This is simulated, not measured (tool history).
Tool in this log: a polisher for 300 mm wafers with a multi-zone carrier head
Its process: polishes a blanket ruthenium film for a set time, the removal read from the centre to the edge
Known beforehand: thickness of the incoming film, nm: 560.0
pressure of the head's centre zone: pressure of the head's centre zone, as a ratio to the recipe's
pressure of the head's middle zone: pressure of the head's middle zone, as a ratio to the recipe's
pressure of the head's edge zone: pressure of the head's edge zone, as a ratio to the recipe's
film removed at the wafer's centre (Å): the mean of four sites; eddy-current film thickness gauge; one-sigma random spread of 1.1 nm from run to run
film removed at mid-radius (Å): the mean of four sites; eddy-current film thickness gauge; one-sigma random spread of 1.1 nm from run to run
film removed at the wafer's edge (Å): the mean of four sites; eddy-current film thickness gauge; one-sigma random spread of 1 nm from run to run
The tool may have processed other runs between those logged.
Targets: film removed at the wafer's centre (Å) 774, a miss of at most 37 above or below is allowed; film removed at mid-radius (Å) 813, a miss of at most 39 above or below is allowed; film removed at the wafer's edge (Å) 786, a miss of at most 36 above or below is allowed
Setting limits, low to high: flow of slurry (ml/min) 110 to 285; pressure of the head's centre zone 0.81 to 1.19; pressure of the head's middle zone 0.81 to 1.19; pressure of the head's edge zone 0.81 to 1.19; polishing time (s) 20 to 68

run  hour  flow of slurry (ml/min)  pressure of the head's centre zone  pressure of the head's middle zone  pressure of the head's edge zone  polishing time (s)  film removed at the wafer's centre (Å)  film removed at mid-radius (Å)  film removed at the wafer's edge (Å)
  1     0                      180                                   1                                   1                                 1                  44                                  658.67                          643.01                                 663.9
  2   5.5                      190                                1.01                                1.03                              1.02                  45                                  673.27                          695.21                                 684.2
  3   7.3                      190                                1.01                                0.97                              1.02                  45                                  691.39                          646.41                                687.07
  4   9.6                      195                                1.02                                0.99                              1.04                  46                                     697                          679.04                                 694.4
  5  10.6                      155                                1.02                                0.99                              1.04                  46                                  680.88                          649.83                                687.51
  6  18.5                      165                                1.02                                   1                              1.04                  47                                  708.16                          679.52                                 698.3
  7  25.4                      175                                1.01                                1.01                              1.04                  48                                   707.2                           713.7                                720.32
  8  28.5                      180                                1.01                                1.01                              1.04                  49                                  729.47                          722.41                                740.49
  9  29.7                      185                                1.01                                1.02                              1.04                  50                                  748.94                          747.02                                752.44
 10  35.3                      190                                1.01                                1.03                              1.04                  50                                  748.48                          767.48                                756.79

Of the 5 settings listed for the next run, only one would bring every result within its allowed miss of target. Which one?
  A  40.9                      220                                0.99                                1.16                              0.97                  47                                       ?                               ?                                     ?
  B  40.9                      215                                1.07                                1.15                              1.05                  47                                       ?                               ?                                     ?
  C  40.9                      155                                   1                                0.93                              1.09                  53                                       ?                               ?                                     ?
  D  40.9                      205                                1.04                                1.09                              1.11                  50                                       ?                               ?                                     ?
  E  40.9                      185                                1.03                                1.07                              0.96                  48                                       ?                               ?                                     ?

move  film removed at the wafer's centre (Å)  film removed at mid-radius (Å)  film removed at the wafer's edge (Å)
   A                                   723.5                          817.95                                696.35
   B                                  766.03                          808.88                                717.83
   C                                  767.11                          719.65                                790.92
   D                                  790.32                          816.09                                778.57
   E                                  739.06                          758.69                                695.03
A: brings the result that was furthest off to its target, and leaves another outside
B: brings the result that was furthest off to its target, and leaves another outside
C: the biggest miss grows against the last run
D: every result within its allowed miss
E: the biggest miss grows against the last run
D is the move that brings every result within its allowed miss.
